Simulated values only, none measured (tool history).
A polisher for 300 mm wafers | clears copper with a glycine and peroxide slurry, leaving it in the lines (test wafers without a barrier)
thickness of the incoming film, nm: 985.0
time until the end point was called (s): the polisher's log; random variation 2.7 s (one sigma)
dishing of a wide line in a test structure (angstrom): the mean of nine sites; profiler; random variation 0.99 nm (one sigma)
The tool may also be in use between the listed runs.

| run | hour | flow of slurry (ml/min) | pressure of the wafer on the pad (kPa) | speed of the pad under the wafer (cm/s) | overpolish time after the end point (s) | time until the end point was called (s) | dishing of a wide line in a test structure (angstrom) |
|---|---|---|---|---|---|---|---|
| 1 | 0.0 | 280 | 22.8 | 112 | 29 | 178.59 | 954.95 |
| 2 | 0.9 | 280 | 18.6 | 134 | 22 | 181.52 | 800.67 |
| 3 | 6.9 | 310 | 18.6 | 134 | 22 | 173.44 | 769.37 |
| 4 | 12.8 | 310 | 22.1 | 134 | 22 | 152.18 | 884.37 |
| 5 | 18.5 | 310 | 22.1 | 150 | 22 | 137.41 | 914.38 |
| 6 | 24.5 | 345 | 22.1 | 150 | 22 | 139.67 | 925.39 |
| 7 | 33.1 | 340 | 18.6 | 158 | 18 | 153.32 | 746.57 |

Forecast run 8:
| 8 | 40.8 | 375 | 16.5 | 164 | 15 | ? | ? |

Run 8 gave time until the end point was called (s) 163.79, dishing of a wide line in a test structure (angstrom) 609.77.
